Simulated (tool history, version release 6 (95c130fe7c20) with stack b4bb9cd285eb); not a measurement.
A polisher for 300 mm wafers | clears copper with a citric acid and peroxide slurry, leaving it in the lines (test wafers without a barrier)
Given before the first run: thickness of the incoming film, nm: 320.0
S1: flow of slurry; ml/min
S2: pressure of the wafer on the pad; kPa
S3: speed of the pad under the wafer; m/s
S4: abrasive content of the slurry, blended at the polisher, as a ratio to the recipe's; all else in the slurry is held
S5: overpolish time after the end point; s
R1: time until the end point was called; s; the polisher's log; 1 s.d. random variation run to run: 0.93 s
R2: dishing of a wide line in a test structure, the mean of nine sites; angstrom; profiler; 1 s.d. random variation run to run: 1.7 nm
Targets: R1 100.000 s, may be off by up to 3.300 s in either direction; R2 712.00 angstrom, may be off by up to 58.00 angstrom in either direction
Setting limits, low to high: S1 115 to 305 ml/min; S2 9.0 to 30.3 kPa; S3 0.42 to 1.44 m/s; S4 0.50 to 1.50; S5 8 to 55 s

run 1 hour=0.0 | S1=195 S2=19.3 S3=0.92 S4=1.00 S5=28 | R1=154.490 R2=377.01
run 2 hour=4.4 | S1=195 S2=20.7 S3=0.92 S4=1.00 S5=29 | R1=143.630 R2=414.24
run 3 hour=5.3 | S1=195 S2=22.1 S3=0.92 S4=1.00 S5=30 | R1=137.250 R2=449.82
run 4 hour=14.2 | S1=195 S2=22.1 S3=0.92 S4=1.00 S5=21 | R1=135.780 R2=320.88
run 5 hour=18.0 | S1=195 S2=22.1 S3=0.92 S4=1.00 S5=12 | R1=135.600 R2=201.13
run 6 hour=23.3 | S1=235 S2=22.1 S3=0.92 S4=1.00 S5=12 | R1=135.440 R2=213.93
run 7 hour=28.5 | S1=235 S2=23.4 S3=0.92 S4=1.00 S5=16 | R1=126.350 R2=280.75
run 8 hour=29.2 | S1=235 S2=23.4 S3=0.92 S4=1.00 S5=16 | R1=124.210 R2=295.55
run 9 hour=32.0 | S1=225 S2=29.0 S3=0.92 S4=1.00 S5=30 | R1=101.740 R2=604.58
run 10 hour=37.6 | S1=225 S2=29.0 S3=0.92 S4=1.00 S5=31 | R1=103.290 R2=603.31
run 11 hour=40.9 | S1=225 S2=29.0 S3=0.92 S4=1.00 S5=32 | R1=102.220 R2=623.38

Which of these 4 next moves meets every target?
run A hour=44.2 | S1=210 S2=29.6 S3=0.98 S4=1.15 S5=48 | R1=? R2=?
run B hour=44.2 | S1=175 S2=30.3 S3=0.96 S4=1.25 S5=35 | R1=? R2=?
run C hour=44.2 | S1=250 S2=29.6 S3=0.92 S4=0.90 S5=37 | R1=? R2=?
run D hour=44.2 | S1=215 S2=30.3 S3=0.94 S4=1.10 S5=36 | R1=? R2=?

move=A R1=92.570 R2=884.23
move=B R1=92.711 R2=707.43
move=C R1=100.500 R2=693.27
move=D R1=94.088 R2=714.61
A: the result that was furthest off in the last run now lies on the other side of its target
B: puts the biggest miss on target and leaves a different result outside tolerance
C: hits every target within its allowed miss
D: puts the biggest miss on target and leaves a different result outside tolerance
Move C is the one to make.
